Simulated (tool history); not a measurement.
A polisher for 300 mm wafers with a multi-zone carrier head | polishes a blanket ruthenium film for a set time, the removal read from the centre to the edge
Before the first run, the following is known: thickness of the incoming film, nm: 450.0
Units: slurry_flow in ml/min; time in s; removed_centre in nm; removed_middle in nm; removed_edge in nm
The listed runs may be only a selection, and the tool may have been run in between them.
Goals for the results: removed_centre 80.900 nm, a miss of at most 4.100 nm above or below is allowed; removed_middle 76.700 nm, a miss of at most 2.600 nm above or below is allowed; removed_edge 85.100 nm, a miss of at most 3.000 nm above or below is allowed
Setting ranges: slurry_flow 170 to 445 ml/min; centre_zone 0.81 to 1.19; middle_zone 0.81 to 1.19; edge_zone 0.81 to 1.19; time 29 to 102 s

run,day,slurry_flow,centre_zone,middle_zone,edge_zone,time,removed_centre,removed_middle,removed_edge
1,0.000,285,1.00,1.00,1.00,65,144.990,138.390,134.000
2,0.262,280,0.98,0.97,0.99,60,127.690,124.920,124.360
3,0.558,275,0.98,0.95,0.98,56,118.430,115.240,114.160
4,0.904,270,0.98,0.93,0.98,53,115.400,106.060,108.340
5,1.138,270,0.98,0.93,0.94,53,113.940,105.300,107.080
6,1.396,245,0.98,0.93,0.94,53,112.890,107.090,105.000
7,1.471,250,0.97,0.91,0.94,51,106.240,99.626,100.360
8,1.800,250,0.97,0.91,0.94,51,105.850,100.780,102.340
9,2.121,255,0.96,0.90,0.94,49,101.760,94.844,95.307
10,2.471,255,0.94,0.88,0.97,48,97.404,91.527,95.894
11,2.575,255,0.93,0.87,0.97,47,94.678,90.062,95.195
12,2.842,260,0.92,0.86,0.97,46,91.738,85.836,93.030
# day 2.979: centre zone pressure recalibrated
13,2.979,260,0.92,0.86,0.97,46,87.153,87.226,93.946
14,3.042,260,0.92,0.85,0.97,45,83.511,83.687,91.647

Pick the move, out of 5, that brings all results within their allowed miss; only one does.
A,3.104,260,0.85,0.84,1.01,41,?,?,?
B,3.104,330,0.90,0.81,1.05,39,?,?,?
C,3.104,255,0.99,0.87,1.07,40,?,?,?
D,3.104,310,1.04,0.81,0.93,42,?,?,?
E,3.104,275,0.93,0.90,1.00,39,?,?,?

move,removed_centre,removed_middle,removed_edge
A,72.138,76.374,85.495
B,74.807,72.838,84.574
C,81.864,75.960,85.625
D,92.569,77.917,85.519
E,75.730,76.448,81.299
A: puts the biggest miss on target and leaves a different result outside tolerance
B: carries the result that was furthest off beyond its target, to the other side
C: every result within its allowed miss
D: puts the biggest miss on target and leaves a different result outside tolerance
E: puts the biggest miss on target and leaves a different result outside tolerance
Correct choice: C, which meets every target

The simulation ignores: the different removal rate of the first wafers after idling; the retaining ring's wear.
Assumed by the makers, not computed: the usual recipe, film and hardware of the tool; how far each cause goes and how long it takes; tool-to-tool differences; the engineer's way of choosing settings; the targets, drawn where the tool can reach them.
